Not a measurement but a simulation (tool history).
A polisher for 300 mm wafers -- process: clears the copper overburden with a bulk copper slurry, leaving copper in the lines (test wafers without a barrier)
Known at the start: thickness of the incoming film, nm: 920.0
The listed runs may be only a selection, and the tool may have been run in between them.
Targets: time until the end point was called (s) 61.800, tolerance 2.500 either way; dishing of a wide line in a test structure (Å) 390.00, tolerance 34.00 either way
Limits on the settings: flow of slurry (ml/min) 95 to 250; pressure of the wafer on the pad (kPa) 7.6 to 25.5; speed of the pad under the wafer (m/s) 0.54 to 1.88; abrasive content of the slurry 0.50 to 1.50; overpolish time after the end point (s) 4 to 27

run  hour  flow of slurry (ml/min)  pressure of the wafer on the pad (kPa)  speed of the pad under the wafer (m/s)  abrasive content of the slurry  overpolish time after the end point (s)  time until the end point was called (s)  dishing of a wide line in a test structure (Å)
  1   0.0                      160                                    16.5                                    1.20                            1.00                                       14                                   94.831                                          676.07
  2   7.0                      165                                    15.9                                    1.30                            1.00                                       12                                   90.023                                          616.09
  3  13.8                      180                                    15.2                                    1.40                            1.00                                       11                                   85.586                                          623.74
  4  18.9                      165                                    15.2                                    1.46                            1.05                                       10                                   83.755                                          613.06
  5  27.8                      165                                    15.2                                    1.46                            1.05                                       12                                   81.946                                          675.46
  6  35.5                      165                                    15.2                                    1.46                            1.05                                       17                                   83.358                                          773.95
  7  42.9                      210                                    11.0                                    1.80                            1.30                                       11                                   80.926                                          615.59
  8  50.8                      215                                    11.0                                    1.82                            1.35                                       10                                   80.150                                          604.23
  9  56.1                      215                                    11.7                                    1.84                            1.20                                        9                                   77.406                                          564.80

Consider the 5 candidate settings below. Which is the only one whose results all fall within their allowed miss of target?
  A  61.4                      220                                    13.8                                    1.72                            1.25                                       24                                        ?                                               ?
  B  61.4                      220                                    14.5                                    1.68                            1.15                                       11                                        ?                                               ?
  C  61.4                      230                                    15.2                                    1.86                            1.20                                        4                                        ?                                               ?
  D  61.4                      240                                     9.7                                    1.50                            1.35                                       21                                        ?                                               ?
  E  61.4                      235                                    12.4                                    1.88                            1.50                                       16                                        ?                                               ?

move  time until the end point was called (s)  dishing of a wide line in a test structure (Å)
   A                                   71.508                                          964.92
   B                                   71.648                                          710.83
   C                                   61.472                                          395.73
   D                                  105.440                                          745.46
   E                                   67.928                                          842.38
A: its largest miss is bigger than the last run's
B: its largest miss is bigger than the last run's
C: all results land within tolerance of their targets
D: its largest miss is bigger than the last run's
E: its largest miss is bigger than the last run's
Go with C: it meets all targets.
